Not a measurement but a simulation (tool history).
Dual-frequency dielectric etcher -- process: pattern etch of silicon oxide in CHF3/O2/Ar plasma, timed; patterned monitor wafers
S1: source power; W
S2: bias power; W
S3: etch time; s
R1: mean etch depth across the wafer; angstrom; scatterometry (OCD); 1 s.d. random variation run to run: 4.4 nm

| run | hour | S1 | S2 | S3 | R1 |
|---|---|---|---|---|---|
| 1 | 0.0 | 730 | 122 | 380.5 | 6300.0 |
| 2 | 6.7 | 730 | 137 | 380.5 | 6577.7 |
| 3 | 15.4 | 730 | 137 | 352.0 | 6126.2 |
| 4 | 23.3 | 730 | 157 | 352.0 | 6354.5 |
| 5 | 31.9 | 750 | 158 | 352.5 | 6361.6 |
| 6 | 40.3 | 780 | 160 | 354.0 | 6564.2 |
| 7 | 48.1 | 800 | 161 | 354.5 | 6636.9 |

Run 8 has not been measured yet. What should we expect?
| 8 | 55.2 | 810 | 162 | 355.0 | ? |

For run 8 the tool returned R1 6719.8 angstrom.
